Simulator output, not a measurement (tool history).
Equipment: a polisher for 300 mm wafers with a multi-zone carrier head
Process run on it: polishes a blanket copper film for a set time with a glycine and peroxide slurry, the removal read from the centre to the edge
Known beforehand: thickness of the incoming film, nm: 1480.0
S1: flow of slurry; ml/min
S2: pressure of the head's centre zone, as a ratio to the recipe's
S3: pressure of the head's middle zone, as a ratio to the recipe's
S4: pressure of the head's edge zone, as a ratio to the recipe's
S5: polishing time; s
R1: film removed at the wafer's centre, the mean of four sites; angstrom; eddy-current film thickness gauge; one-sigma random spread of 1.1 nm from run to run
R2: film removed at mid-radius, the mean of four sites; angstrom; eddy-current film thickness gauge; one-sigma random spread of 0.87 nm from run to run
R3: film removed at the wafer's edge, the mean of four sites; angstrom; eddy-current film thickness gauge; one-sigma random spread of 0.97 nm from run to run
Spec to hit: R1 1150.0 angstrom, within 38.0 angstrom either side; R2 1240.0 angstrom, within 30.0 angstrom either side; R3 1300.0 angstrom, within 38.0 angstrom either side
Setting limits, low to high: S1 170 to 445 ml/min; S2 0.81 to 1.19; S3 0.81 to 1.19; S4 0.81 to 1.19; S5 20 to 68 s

run,hour,S1,S2,S3,S4,S5,R1,R2,R3
1,0.0,285,1.00,1.00,1.00,44,1887.1,1835.0,1842.5
2,1.7,275,0.96,0.97,0.97,41,1672.1,1662.1,1676.3
3,3.1,275,0.96,0.97,0.97,46,1877.4,1843.0,1913.6
4,5.4,265,0.93,0.95,0.95,43,1696.8,1705.1,1754.6
5,6.6,255,0.90,0.93,0.94,40,1509.2,1543.5,1625.2
6,12.4,250,0.88,0.92,0.92,38,1408.0,1443.8,1519.3
7,21.2,240,0.86,0.91,0.90,37,1347.0,1402.1,1483.9
8,24.8,235,0.85,0.91,0.89,36,1253.9,1338.1,1414.0
9,33.1,230,0.85,0.91,0.87,36,1280.5,1363.7,1406.4
10,35.9,225,0.84,0.90,0.86,35,1224.9,1302.4,1382.5
11,41.6,225,0.84,0.90,0.85,35,1252.2,1300.8,1361.3
12,47.9,195,0.81,0.90,0.85,33,1093.5,1183.6,1262.3
13,49.2,205,0.81,0.90,0.85,33,1105.5,1200.0,1259.8

Which of these 4 next moves meets every target?
A,50.5,225,0.82,0.83,0.86,32,?,?,?
B,50.5,220,0.93,0.94,0.83,30,?,?,?
C,50.5,250,0.82,0.91,0.86,33,?,?,?
D,50.5,225,0.81,0.94,0.86,32,?,?,?

move,R1,R2,R3
A,1088.2,1089.6,1234.6
B,1134.0,1127.9,1139.3
C,1141.3,1230.1,1285.9
D,1077.7,1207.8,1232.8
A: misses by more than the last run did
B: misses by more than the last run did
C: every result within its allowed miss
D: misses by more than the last run did
C meets every target.
